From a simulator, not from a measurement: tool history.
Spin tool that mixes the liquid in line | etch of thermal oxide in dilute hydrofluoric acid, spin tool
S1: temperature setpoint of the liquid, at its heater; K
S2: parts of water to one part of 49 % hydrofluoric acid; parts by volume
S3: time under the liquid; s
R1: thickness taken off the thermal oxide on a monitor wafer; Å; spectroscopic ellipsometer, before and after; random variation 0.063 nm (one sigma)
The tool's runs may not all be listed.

Run 1, hour 0.0: S1 296.15 K, S2 80 parts by volume, S3 310 s. Result: R1 183.23 Å.
Run 2, hour 5.1: S1 295.65 K, S2 85 parts by volume, S3 310 s. Result: R1 166.91 Å.
Run 3, hour 13.1: S1 295.65 K, S2 85 parts by volume, S3 330 s. Result: R1 177.30 Å.
Run 4, hour 19.8: S1 297.15 K, S2 85 parts by volume, S3 330 s. Result: R1 189.84 Å.
Run 5, hour 23.7: S1 296.15 K, S2 90 parts by volume, S3 330 s. Result: R1 170.73 Å.
At hour 25.9: thermometer replaced.
Run 6, hour 25.9: S1 293.15 K, S2 90 parts by volume, S3 330 s. Result: R1 144.59 Å.
Run 7, hour 32.7: S1 292.65 K, S2 90 parts by volume, S3 330 s. Result: R1 141.79 Å.
Run 8, hour 34.6: S1 292.15 K, S2 90 parts by volume, S3 330 s. Result: R1 140.03 Å.
Run 9, hour 36.9: S1 291.65 K, S2 90 parts by volume, S3 330 s. Result: R1 135.35 Å.

The next listed run, before its measurement:
Run 10, hour 39.0: S1 290.65 K, S2 100 parts by volume, S3 330 s. Result: R1 ?.

R1: 114.82 Å
